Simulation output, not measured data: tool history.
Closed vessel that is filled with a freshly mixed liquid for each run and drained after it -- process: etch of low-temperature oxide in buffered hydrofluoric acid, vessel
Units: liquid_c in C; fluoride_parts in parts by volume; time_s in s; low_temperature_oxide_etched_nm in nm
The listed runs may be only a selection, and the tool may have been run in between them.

run,hour,liquid_c,fluoride_parts,time_s,low_temperature_oxide_etched_nm
1,0.0,21.0,12.5,105,235.47
2,3.7,21.0,12.5,115,255.97
3,5.3,20.0,12.5,115,242.81
4,11.6,20.0,12.5,105,219.36
5,18.8,20.0,12.5,115,242.38
6,22.2,19.0,12.5,115,229.00
7,29.4,18.5,12.5,115,223.91

Run 8 comes next. What will it give?
8,32.7,18.0,12.5,115,?

Run 8 gave low_temperature_oxide_etched_nm 216.54 nm.
